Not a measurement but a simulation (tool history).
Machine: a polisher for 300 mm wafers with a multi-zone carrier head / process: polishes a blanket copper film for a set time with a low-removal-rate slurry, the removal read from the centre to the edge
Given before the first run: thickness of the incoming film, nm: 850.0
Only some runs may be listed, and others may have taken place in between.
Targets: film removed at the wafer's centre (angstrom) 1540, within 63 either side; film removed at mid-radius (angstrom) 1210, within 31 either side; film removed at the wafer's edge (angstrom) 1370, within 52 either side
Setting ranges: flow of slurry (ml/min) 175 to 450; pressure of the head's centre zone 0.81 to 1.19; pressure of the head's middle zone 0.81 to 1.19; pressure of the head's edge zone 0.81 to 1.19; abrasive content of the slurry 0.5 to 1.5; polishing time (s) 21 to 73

run,day,flow of slurry (ml/min),pressure of the head's centre zone,pressure of the head's middle zone,pressure of the head's edge zone,abrasive content of the slurry,polishing time (s),film removed at the wafer's centre (angstrom),film removed at mid-radius (angstrom),film removed at the wafer's edge (angstrom)
1,0,290,1,1,1,1,47,1093.2,1100.8,1121.5
2,0.1,290,1,1,1.07,1,47,1084,1087.6,1161.7
3,0.325,295,1.03,1,1.08,1.05,47,1155.5,1102.6,1163.9
4,0.35,225,1.03,1,1.08,1.05,47,1099.9,1081.4,1148.9
5,0.533,235,1.05,0.99,1.1,1.1,47,1133,1083.7,1190.3
6,0.862,250,1.07,0.99,1.1,1.15,47,1175.5,1097.7,1222.5
7,1.083,270,1.09,0.99,1.09,1.15,47,1195.5,1109.6,1199.7
8,1.233,290,1.11,0.97,1.08,1.2,47,1233.3,1119,1219.6
9,1.325,310,1.12,0.95,1.07,1.2,48,1323.3,1124.7,1235.3
10,1.688,320,1.13,0.95,1.08,1.25,48,1327.8,1135,1272.1
11,1.796,330,1.14,0.95,1.08,1.25,48,1335.8,1139.8,1266.1
12,2.062,335,1.15,0.94,1.07,1.3,48,1334.7,1136.2,1281.2
13,2.179,340,1.16,0.94,1.07,1.3,49,1395.7,1156.8,1300
14,2.388,345,1.16,0.94,1.07,1.3,49,1431.4,1169.9,1297.9
15,2.667,350,1.16,0.94,1.08,1.3,49,1416.9,1150.4,1312.3
16,2.796,370,1.19,0.94,1.07,1.5,50,1524.3,1234.1,1380.8

Which of these 4 next moves meets every target?
A,2.925,355,1.15,0.89,1.14,1.5,53,?,?,?
B,2.925,435,1.19,0.93,1.12,1.5,49,?,?,?
C,2.925,370,1.18,0.95,1.08,1.5,51,?,?,?
D,2.925,440,1.18,0.95,1.09,1.5,51,?,?,?

move,film removed at the wafer's centre (angstrom),film removed at mid-radius (angstrom),film removed at the wafer's edge (angstrom)
A,1557.7,1254.6,1506.4
B,1510.1,1218.3,1398
C,1540.3,1274.8,1421
D,1561.3,1290.6,1439.9
A: its largest miss is bigger than the last run's
B: all results land within tolerance of their targets
C: its largest miss is bigger than the last run's
D: its largest miss is bigger than the last run's
Go with B: it meets all targets.
